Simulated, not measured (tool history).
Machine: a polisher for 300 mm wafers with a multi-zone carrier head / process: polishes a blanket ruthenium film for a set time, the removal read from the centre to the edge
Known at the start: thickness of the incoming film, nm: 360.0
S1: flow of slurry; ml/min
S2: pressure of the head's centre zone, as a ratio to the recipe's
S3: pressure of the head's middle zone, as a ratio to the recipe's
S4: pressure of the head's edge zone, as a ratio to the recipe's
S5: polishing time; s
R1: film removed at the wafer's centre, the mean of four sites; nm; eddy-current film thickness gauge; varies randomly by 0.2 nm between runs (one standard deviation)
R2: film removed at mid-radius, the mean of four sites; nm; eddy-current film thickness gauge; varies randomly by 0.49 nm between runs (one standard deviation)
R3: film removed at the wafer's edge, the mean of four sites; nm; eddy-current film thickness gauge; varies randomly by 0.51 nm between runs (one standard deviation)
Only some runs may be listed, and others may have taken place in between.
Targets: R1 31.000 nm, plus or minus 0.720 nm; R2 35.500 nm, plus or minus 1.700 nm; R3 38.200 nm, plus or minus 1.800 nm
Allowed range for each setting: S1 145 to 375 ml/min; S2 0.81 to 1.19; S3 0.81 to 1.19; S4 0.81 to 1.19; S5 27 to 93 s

{"run": 1, "hour": 0.0, "S1": 240, "S2": 1.0, "S3": 1.0, "S4": 1.0, "S5": 59, "R1": 43.091, "R2": 42.924, "R3": 44.499}
{"run": 2, "hour": 0.6, "S1": 240, "S2": 1.0, "S3": 1.05, "S4": 1.0, "S5": 59, "R1": 43.445, "R2": 45.871, "R3": 44.499}
{"run": 3, "hour": 4.5, "S1": 240, "S2": 1.0, "S3": 0.98, "S4": 1.0, "S5": 59, "R1": 43.039, "R2": 43.077, "R3": 43.576}
{"run": 4, "hour": 9.8, "S1": 225, "S2": 0.95, "S3": 0.95, "S4": 1.0, "S5": 58, "R1": 39.791, "R2": 40.625, "R3": 43.652}
{"run": 5, "hour": 13.6, "S1": 225, "S2": 0.95, "S3": 0.95, "S4": 1.0, "S5": 72, "R1": 49.202, "R2": 51.149, "R3": 52.955}
{"run": 6, "hour": 20.2, "S1": 225, "S2": 1.0, "S3": 0.95, "S4": 1.0, "S5": 72, "R1": 51.615, "R2": 50.474, "R3": 56.015}
{"run": 7, "hour": 27.0, "S1": 205, "S2": 0.95, "S3": 0.94, "S4": 1.01, "S5": 67, "R1": 45.229, "R2": 46.106, "R3": 50.505}
{"run": 8, "hour": 34.5, "S1": 195, "S2": 0.91, "S3": 0.93, "S4": 1.01, "S5": 63, "R1": 40.313, "R2": 43.515, "R3": 46.279}
{"hour": 43.3, "done": "slurry nozzle cleaned"}
{"run": 9, "hour": 43.3, "S1": 190, "S2": 0.88, "S3": 0.91, "S4": 1.0, "S5": 60, "R1": 38.466, "R2": 42.365, "R3": 46.324}
{"run": 10, "hour": 50.3, "S1": 190, "S2": 0.87, "S3": 0.92, "S4": 1.01, "S5": 56, "R1": 35.845, "R2": 39.071, "R3": 42.509}
{"run": 11, "hour": 57.4, "S1": 165, "S2": 0.81, "S3": 0.92, "S4": 0.98, "S5": 51, "R1": 29.635, "R2": 35.74, "R3": 39.004}
{"run": 12, "hour": 62.6, "S1": 175, "S2": 0.82, "S3": 0.92, "S4": 0.97, "S5": 51, "R1": 29.986, "R2": 34.766, "R3": 37.954}

Exactly one of the 5 candidate moves below puts every result within its allowed miss. Which one?
{"run": "A", "hour": 67.8, "S1": 220, "S2": 0.85, "S3": 0.85, "S4": 1.03, "S5": 48, "R1": "?", "R2": "?", "R3": "?"}
{"run": "B", "hour": 67.8, "S1": 170, "S2": 0.81, "S3": 0.94, "S4": 1.0, "S5": 51, "R1": "?", "R2": "?", "R3": "?"}
{"run": "C", "hour": 67.8, "S1": 160, "S2": 0.86, "S3": 1.05, "S4": 0.86, "S5": 48, "R1": "?", "R2": "?", "R3": "?"}
{"run": "D", "hour": 67.8, "S1": 200, "S2": 0.88, "S3": 0.82, "S4": 1.08, "S5": 48, "R1": "?", "R2": "?", "R3": "?"}
{"run": "E", "hour": 67.8, "S1": 205, "S2": 0.83, "S3": 0.92, "S4": 0.97, "S5": 50, "R1": "?", "R2": "?", "R3": "?"}

move=A R1=30.702 R2=32.955 R3=38.504
move=B R1=29.695 R2=36.171 R3=39.083
move=C R1=29.331 R2=36.561 R3=33.962
move=D R1=31.302 R2=31.670 R3=39.029
move=E R1=30.885 R2=35.999 R3=38.637
A: the worst result of the last run now meets its target, but another is out of spec
B: lands further from the targets than the last run did
C: lands further from the targets than the last run did
D: the worst result of the last run now meets its target, but another is out of spec
E: all results in spec
The move that meets every target is E.
